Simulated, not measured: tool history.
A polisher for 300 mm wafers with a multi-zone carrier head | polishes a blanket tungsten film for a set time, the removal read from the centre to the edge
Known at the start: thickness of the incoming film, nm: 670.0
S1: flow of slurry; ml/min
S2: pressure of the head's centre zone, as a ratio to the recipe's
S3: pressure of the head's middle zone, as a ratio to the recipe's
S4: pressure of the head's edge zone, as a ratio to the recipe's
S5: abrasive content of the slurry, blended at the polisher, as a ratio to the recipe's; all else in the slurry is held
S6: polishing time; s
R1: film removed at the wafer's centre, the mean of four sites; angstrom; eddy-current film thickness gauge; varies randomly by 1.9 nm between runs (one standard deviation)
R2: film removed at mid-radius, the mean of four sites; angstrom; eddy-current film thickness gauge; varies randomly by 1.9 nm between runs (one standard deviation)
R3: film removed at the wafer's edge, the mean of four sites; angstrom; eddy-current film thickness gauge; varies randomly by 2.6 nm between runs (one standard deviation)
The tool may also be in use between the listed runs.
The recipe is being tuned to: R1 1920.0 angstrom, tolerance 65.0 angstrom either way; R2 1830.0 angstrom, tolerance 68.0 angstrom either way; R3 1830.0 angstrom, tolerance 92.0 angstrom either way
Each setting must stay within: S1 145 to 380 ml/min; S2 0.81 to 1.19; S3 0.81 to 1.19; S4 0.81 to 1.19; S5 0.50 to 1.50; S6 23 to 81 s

run 1 hour=0.0 | S1=245 S2=1.00 S3=1.00 S4=1.00 S5=1.00 S6=52 | R1=2319.4 R2=2330.7 R3=2298.1
run 2 hour=6.2 | S1=245 S2=1.00 S3=1.00 S4=1.00 S5=0.85 S6=52 | R1=2221.5 R2=2165.9 R3=2256.5
run 3 hour=12.8 | S1=245 S2=1.00 S3=1.00 S4=0.98 S5=0.85 S6=51 | R1=2165.0 R2=2216.6 R3=2120.3
run 4 hour=20.9 | S1=245 S2=0.94 S3=1.00 S4=0.98 S5=0.85 S6=51 | R1=2062.3 R2=2179.2 R3=2131.0
run 5 hour=27.0 | S1=245 S2=0.94 S3=1.00 S4=0.98 S5=0.70 S6=51 | R1=2017.4 R2=2109.7 R3=2081.5
run 6 hour=27.6 | S1=245 S2=0.94 S3=0.99 S4=0.97 S5=0.70 S6=51 | R1=1982.3 R2=2070.2 R3=2027.2
run 7 hour=35.0 | S1=240 S2=0.94 S3=0.98 S4=0.96 S5=0.70 S6=51 | R1=1970.3 R2=2048.4 R3=2036.2
run 8 hour=36.4 | S1=240 S2=0.95 S3=0.97 S4=0.95 S5=0.70 S6=51 | R1=1998.2 R2=2059.2 R3=1981.3

Exactly one of the 4 candidate moves below puts every result within its allowed miss. Which one?
run A hour=37.8 | S1=180 S2=1.03 S3=0.97 S4=0.95 S5=0.50 S6=50 | R1=? R2=? R3=?
run B hour=37.8 | S1=210 S2=1.01 S3=0.91 S4=0.95 S5=0.85 S6=50 | R1=? R2=? R3=?
run C hour=37.8 | S1=195 S2=0.92 S3=0.85 S4=1.02 S5=0.55 S6=55 | R1=? R2=? R3=?
run D hour=37.8 | S1=245 S2=0.89 S3=1.03 S4=0.91 S5=0.80 S6=54 | R1=? R2=? R3=?

move=A R1=1908.1 R2=1800.2 R3=1838.7
move=B R1=2103.7 R2=1915.5 R3=2053.6
move=C R1=1925.9 R2=1824.5 R3=2141.4
move=D R1=2021.0 R2=2314.5 R3=2180.3
A: every result within its allowed miss
B: closer than the last run, but not yet in spec
C: brings the last run's worst result on target, with another outside its allowed miss
D: the biggest miss grows against the last run
A is the move that brings every result within its allowed miss.
